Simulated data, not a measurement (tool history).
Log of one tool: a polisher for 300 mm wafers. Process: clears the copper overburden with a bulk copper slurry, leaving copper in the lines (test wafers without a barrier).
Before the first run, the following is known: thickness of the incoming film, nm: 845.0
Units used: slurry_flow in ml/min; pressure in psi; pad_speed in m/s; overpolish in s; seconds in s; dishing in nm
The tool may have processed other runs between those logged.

run	hour	slurry_flow	pressure	pad_speed	slurry_solids	overpolish	seconds	dishing
1	0.0	285	2.0	1.40	1.00	27	97.816	106.500
2	1.5	285	1.6	1.46	1.00	21	116.710	79.430
3	5.7	285	1.6	1.80	1.00	21	95.857	94.509
4	6.8	295	1.4	1.74	1.05	17	110.400	70.333
5	12.4	295	1.4	1.74	1.20	17	108.420	73.343
6	13.9	295	1.7	1.74	1.20	17	89.524	86.607
7	20.6	295	1.4	1.72	1.20	15	108.320	67.724

Run 8, settings as shown, results not yet in. Your forecast:
8	24.4	295	1.2	1.70	1.20	15	?	?

Run 8 gave seconds 128.640 s, dishing 61.610 nm.
